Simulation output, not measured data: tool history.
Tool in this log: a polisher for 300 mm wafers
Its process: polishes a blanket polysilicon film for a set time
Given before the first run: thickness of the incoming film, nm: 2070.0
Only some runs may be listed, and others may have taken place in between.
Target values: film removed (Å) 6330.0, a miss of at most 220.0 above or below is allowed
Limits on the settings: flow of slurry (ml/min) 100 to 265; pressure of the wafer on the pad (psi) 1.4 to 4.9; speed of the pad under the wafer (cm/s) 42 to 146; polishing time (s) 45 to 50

run    day  flow of slurry (ml/min)  pressure of the wafer on the pad (psi)  speed of the pad under the wafer (cm/s)  polishing time (s)  film removed (Å)
  1  0.000                      170                                     3.1                                       94                  50            4900.9
  2  0.321                      175                                     3.3                                       94                  50            4980.0
  3  0.608                      175                                     3.6                                       94                  50            5441.0
  4  0.838                      175                                     3.0                                       94                  50            4676.3
  5  0.992                      175                                     3.0                                       94                  45            4213.8
  6  1.025                      175                                     3.4                                       94                  45            4604.5
  7  1.104                      175                                     3.8                                       94                  45            5048.3
  8  1.462                      175                                     4.1                                       94                  45            5476.2
  9  1.488                      175                                     4.3                                       94                  45            5621.6
 10  1.842                      175                                     4.4                                       94                  45            5722.9
 11  2.054                      175                                     4.5                                       94                  45            5845.6
 12  2.154                      175                                     4.6                                       94                  45            5942.0

Of the 4 settings listed for the next run, only one would bring every result within its allowed miss of target. Which one?
  A  2.254                      225                                     4.1                                      106                  45                 ?
  B  2.254                      190                                     4.7                                       84                  45                 ?
  C  2.254                      170                                     4.0                                       96                  47                 ?
  D  2.254                      155                                     4.9                                       82                  48                 ?

move  film removed (Å)
   A            6372.5
   B            5546.8
   C            5650.4
   D            5770.1
A: all results land within tolerance of their targets
B: moves away from the targets compared with the last run
C: moves away from the targets compared with the last run
D: moves away from the targets compared with the last run
Correct choice: A, which meets every target

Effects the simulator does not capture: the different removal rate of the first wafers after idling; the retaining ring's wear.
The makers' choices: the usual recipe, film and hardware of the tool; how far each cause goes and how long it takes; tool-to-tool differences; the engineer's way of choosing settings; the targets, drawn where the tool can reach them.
